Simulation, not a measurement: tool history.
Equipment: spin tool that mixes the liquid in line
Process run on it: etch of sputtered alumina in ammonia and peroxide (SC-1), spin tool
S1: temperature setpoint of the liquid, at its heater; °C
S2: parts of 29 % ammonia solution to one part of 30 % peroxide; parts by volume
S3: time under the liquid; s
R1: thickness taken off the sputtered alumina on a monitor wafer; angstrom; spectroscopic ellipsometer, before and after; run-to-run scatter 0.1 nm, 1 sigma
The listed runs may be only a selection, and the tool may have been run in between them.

run 1 hour=0.0 | S1=60.0 S2=0.75 S3=95 | R1=102.59
run 2 hour=2.3 | S1=61.0 S2=0.75 S3=95 | R1=106.37
run 3 hour=7.3 | S1=61.5 S2=0.75 S3=95 | R1=111.70
run 4 hour=9.4 | S1=67.0 S2=0.75 S3=95 | R1=147.58
run 5 hour=13.1 | S1=66.0 S2=0.75 S3=95 | R1=138.26
run 6 hour=15.9 | S1=66.0 S2=0.95 S3=95 | R1=142.22
run 7 hour=20.1 | S1=65.0 S2=0.95 S3=95 | R1=133.65
run 8 hour=24.5 | S1=64.5 S2=0.95 S3=95 | R1=132.45
run 9 hour=33.1 | S1=64.0 S2=0.95 S3=95 | R1=129.76

What will run 10 give?
run 10 hour=38.9 | S1=63.5 S2=0.95 S3=95 | R1=?

R1: 125.15 angstrom
